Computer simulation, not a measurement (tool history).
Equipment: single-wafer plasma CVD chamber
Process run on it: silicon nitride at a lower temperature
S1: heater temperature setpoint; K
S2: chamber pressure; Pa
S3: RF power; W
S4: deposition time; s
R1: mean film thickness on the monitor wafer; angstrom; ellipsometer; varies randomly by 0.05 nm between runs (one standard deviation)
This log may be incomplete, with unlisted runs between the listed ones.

run,hour,S1,S2,S3,S4,R1
1,0.0,643.15,204,270,17.5,200.84
2,1.9,643.15,204,305,17.5,215.46
3,3.5,636.15,204,305,17.5,215.77
4,7.7,636.15,204,305,17.5,215.87
5,10.5,636.15,236,305,17.5,223.53
6,13.3,628.15,236,305,17.5,223.81
7,20.2,628.15,216,280,17.4,207.62
8,27.7,628.15,199,260,17.3,193.27
9,33.9,628.15,184,245,17.2,181.22
10,40.7,628.15,172,240,17.2,177.28
11,45.4,628.15,131,205,17.1,147.47

Run 12 comes next. What will it give?
12,50.5,628.15,139,205,17.1,?

R1: 150.00 angstrom
